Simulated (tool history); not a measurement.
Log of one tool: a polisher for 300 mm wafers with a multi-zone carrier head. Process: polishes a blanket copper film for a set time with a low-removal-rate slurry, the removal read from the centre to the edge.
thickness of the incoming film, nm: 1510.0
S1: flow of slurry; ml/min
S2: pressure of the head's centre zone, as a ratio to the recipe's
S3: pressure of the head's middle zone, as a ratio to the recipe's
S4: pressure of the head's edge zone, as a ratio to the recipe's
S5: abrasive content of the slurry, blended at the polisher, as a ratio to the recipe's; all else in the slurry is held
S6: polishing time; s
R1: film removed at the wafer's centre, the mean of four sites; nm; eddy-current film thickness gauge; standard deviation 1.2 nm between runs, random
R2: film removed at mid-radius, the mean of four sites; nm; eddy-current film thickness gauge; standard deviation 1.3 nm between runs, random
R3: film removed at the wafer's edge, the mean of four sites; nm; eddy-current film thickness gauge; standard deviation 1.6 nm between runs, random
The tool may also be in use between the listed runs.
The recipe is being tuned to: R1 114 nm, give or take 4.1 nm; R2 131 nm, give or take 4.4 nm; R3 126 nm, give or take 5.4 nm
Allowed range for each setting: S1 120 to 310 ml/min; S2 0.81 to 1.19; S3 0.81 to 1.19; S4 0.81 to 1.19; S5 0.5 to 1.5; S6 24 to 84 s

run	hour	S1	S2	S3	S4	S5	S6	R1	R2	R3
1	0	200	1	1	1	1	54	145.63	142.25	138.61
2	8.1	190	0.95	1	0.98	0.95	54	133.93	142.16	138.46
3	13.7	185	0.93	0.99	0.96	0.9	54	129.18	136.27	137.23
4	16.5	185	0.93	0.99	1.03	0.9	54	131.64	137.04	135.23
5	17.5	180	0.91	1	1.03	0.85	54	124.81	136.12	137.34
6	20	185	0.92	1.02	1.03	0.8	53	122.63	134.32	134.43
7	22.3	185	0.93	1.04	1.02	0.8	52	123.02	134.18	129.64
8	26.2	180	0.92	1.04	1.02	0.8	52	120.84	134.14	131.93

Next run, 4 choices. One meets every target within its allowed miss, the rest don't. Which?
A	30.1	140	0.86	0.96	1.05	0.65	60	?	?	?
B	30.1	225	0.95	1.14	1.02	0.9	44	?	?	?
C	30.1	210	0.9	1.07	1.1	0.7	50	?	?	?
D	30.1	295	1.05	1.17	1.06	0.8	43	?	?	?

move	R1	R2	R3
A	117.18	131.68	138.3
B	112.62	130.81	114.21
C	113.36	131.93	126.4
D	122.94	131.45	113.38
A: meets the target for the result that was furthest off, but another lies outside its allowed miss
B: meets the target for the result that was furthest off, but another lies outside its allowed miss
C: every result within its allowed miss
D: its largest miss is bigger than the last run's
The right move is C.
